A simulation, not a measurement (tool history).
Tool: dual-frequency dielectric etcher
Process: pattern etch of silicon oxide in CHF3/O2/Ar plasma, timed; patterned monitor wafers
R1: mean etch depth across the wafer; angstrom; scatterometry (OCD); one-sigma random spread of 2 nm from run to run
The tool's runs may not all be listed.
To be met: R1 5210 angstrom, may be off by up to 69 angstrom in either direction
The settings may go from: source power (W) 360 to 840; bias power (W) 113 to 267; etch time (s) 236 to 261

{"run": 1, "hour": 0.0, "source power (W)": 600, "bias power (W)": 190, "etch time (s)": 261, "R1": 5588.2}
{"run": 2, "hour": 2.1, "source power (W)": 580, "bias power (W)": 189, "etch time (s)": 261, "R1": 5427.3}
{"run": 3, "hour": 6.3, "source power (W)": 570, "bias power (W)": 189, "etch time (s)": 261, "R1": 5364.9}
{"run": 4, "hour": 12.9, "source power (W)": 560, "bias power (W)": 189, "etch time (s)": 261, "R1": 5337.9}
{"run": 5, "hour": 17.3, "source power (W)": 560, "bias power (W)": 189, "etch time (s)": 236, "R1": 4851.3}
{"run": 6, "hour": 26.0, "source power (W)": 570, "bias power (W)": 189, "etch time (s)": 236, "R1": 4884.4}
{"run": 7, "hour": 27.2, "source power (W)": 590, "bias power (W)": 189, "etch time (s)": 236, "R1": 4961}
{"run": 8, "hour": 31.5, "source power (W)": 670, "bias power (W)": 191, "etch time (s)": 236, "R1": 5379.7}
{"run": 9, "hour": 38.2, "source power (W)": 660, "bias power (W)": 191, "etch time (s)": 236, "R1": 5340.9}
{"run": 10, "hour": 41.5, "source power (W)": 650, "bias power (W)": 191, "etch time (s)": 236, "R1": 5281.7}

Next run, 5 choices. One meets every target within its allowed miss, the rest don't. Which?
{"run": "A", "hour": 44.8, "source power (W)": 600, "bias power (W)": 174, "etch time (s)": 261, "R1": "?"}
{"run": "B", "hour": 44.8, "source power (W)": 640, "bias power (W)": 174, "etch time (s)": 242.5, "R1": "?"}
{"run": "C", "hour": 44.8, "source power (W)": 610, "bias power (W)": 182, "etch time (s)": 255.5, "R1": "?"}
{"run": "D", "hour": 44.8, "source power (W)": 690, "bias power (W)": 177, "etch time (s)": 236, "R1": "?"}
{"run": "E", "hour": 44.8, "source power (W)": 620, "bias power (W)": 188, "etch time (s)": 246.5, "R1": "?"}

move=A R1=5438
move=B R1=5252.8
move=C R1=5451.4
move=D R1=5367.8
move=E R1=5364.3
A: moves away from the targets compared with the last run
B: all results land within tolerance of their targets
C: moves away from the targets compared with the last run
D: moves away from the targets compared with the last run
E: moves away from the targets compared with the last run
The move that meets every target is B.
